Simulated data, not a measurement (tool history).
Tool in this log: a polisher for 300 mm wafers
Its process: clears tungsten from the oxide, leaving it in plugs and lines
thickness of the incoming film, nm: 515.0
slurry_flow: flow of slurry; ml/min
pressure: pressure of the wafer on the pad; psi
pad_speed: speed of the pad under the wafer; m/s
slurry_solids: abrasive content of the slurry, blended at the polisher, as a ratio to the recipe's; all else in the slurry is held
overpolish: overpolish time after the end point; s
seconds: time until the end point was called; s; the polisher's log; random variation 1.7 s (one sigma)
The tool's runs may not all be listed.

run	hour	slurry_flow	pressure	pad_speed	slurry_solids	overpolish	seconds
1	0	175	4.4	1.06	1	43	78.128
2	3.3	175	4.4	1.06	1	46	78.173
3	3.9	175	4.1	1.04	1	46	83.22
4	11.7	175	3.1	1.04	1	46	107.44
5	18.3	175	3	1.02	1	46	118
6	21.7	175	2.9	1.02	1	46	120.79
7	25.1	175	2.8	1.02	1	46	124.15
8	29.1	175	2.7	1.02	1	46	128.19
9	35	175	2.6	1.02	1	46	133.08

Run 10 has not been measured yet. What should we expect?
10	41.6	175	2.5	1.02	1	46	?

Run 10 measured seconds 138.71 s.
